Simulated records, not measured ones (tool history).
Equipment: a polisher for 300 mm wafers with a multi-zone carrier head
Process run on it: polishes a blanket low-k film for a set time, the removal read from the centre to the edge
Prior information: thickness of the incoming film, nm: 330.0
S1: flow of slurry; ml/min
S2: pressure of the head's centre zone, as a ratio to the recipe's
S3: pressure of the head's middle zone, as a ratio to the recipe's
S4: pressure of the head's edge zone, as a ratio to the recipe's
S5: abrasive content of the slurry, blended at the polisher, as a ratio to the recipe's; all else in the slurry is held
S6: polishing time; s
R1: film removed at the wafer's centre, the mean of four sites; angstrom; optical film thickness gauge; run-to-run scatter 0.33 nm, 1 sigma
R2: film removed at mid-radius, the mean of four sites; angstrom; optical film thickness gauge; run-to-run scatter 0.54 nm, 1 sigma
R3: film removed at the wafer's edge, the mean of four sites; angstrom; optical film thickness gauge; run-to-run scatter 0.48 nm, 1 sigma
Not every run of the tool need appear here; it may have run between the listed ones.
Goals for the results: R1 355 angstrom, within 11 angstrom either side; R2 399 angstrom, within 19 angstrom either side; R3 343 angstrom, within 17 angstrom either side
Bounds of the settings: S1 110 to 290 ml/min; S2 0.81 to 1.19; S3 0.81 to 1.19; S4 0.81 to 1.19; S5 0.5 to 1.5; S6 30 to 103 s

| run | hour | S1 | S2 | S3 | S4 | S5 | S6 | R1 | R2 | R3 |
|---|---|---|---|---|---|---|---|---|---|---|
| 1 | 0 | 185 | 1 | 1 | 1 | 1 | 66 | 299.3 | 304.73 | 313.26 |
| 2 | 7.7 | 185 | 1 | 1 | 0.97 | 1 | 66 | 292.83 | 309.33 | 306.93 |
| 3 | 12.8 | 185 | 1 | 1 | 0.97 | 0.9 | 66 | 286.46 | 291.08 | 292.38 |
| 4 | 19.4 | 165 | 1 | 1 | 0.97 | 0.9 | 66 | 274.55 | 279.04 | 291.87 |
| 5 | 20.6 | 165 | 0.97 | 1 | 0.97 | 0.9 | 66 | 274.44 | 291.08 | 287.36 |
| 6 | 28.4 | 165 | 0.97 | 1 | 0.97 | 1.1 | 66 | 296.03 | 306.77 | 311.01 |
| 7 | 34.5 | 190 | 0.99 | 1.03 | 0.96 | 1.1 | 66 | 308.87 | 330.39 | 319.59 |
| 8 | 41.6 | 210 | 1.01 | 1.05 | 0.95 | 1.1 | 66 | 313.38 | 328.93 | 315.9 |
| 9 | 44.3 | 220 | 1.02 | 1.09 | 0.95 | 1.15 | 66 | 324.8 | 349.77 | 322.71 |
|  | 45.9 | edge zone pressure recalibrated |
| 10 | 45.9 | 220 | 1.02 | 1.09 | 0.95 | 1.15 | 66 | 319.91 | 348.27 | 317.53 |

Below are 4 possible settings for the next run. Only one of them brings all results inside the allowed miss of their targets. Which is it?
| A | 47.5 | 165 | 0.92 | 1.19 | 1 | 1.3 | 67 | ? | ? | ? |
| B | 47.5 | 195 | 1.03 | 1.15 | 0.94 | 0.9 | 81 | ? | ? | ? |
| C | 47.5 | 210 | 1.16 | 0.97 | 0.98 | 1.25 | 69 | ? | ? | ? |
| D | 47.5 | 190 | 1.01 | 0.92 | 1.09 | 1.2 | 71 | ? | ? | ? |

| move | R1 | R2 | R3 |
|---|---|---|---|
| A | 311.03 | 389.55 | 326.19 |
| B | 354.54 | 404.69 | 337.48 |
| C | 369.45 | 340.92 | 335.44 |
| D | 342.05 | 327.24 | 355.73 |
A: its largest miss is bigger than the last run's
B: in spec on every target
C: pushes the last run's worst result past its target
D: its largest miss is bigger than the last run's
B meets every target.
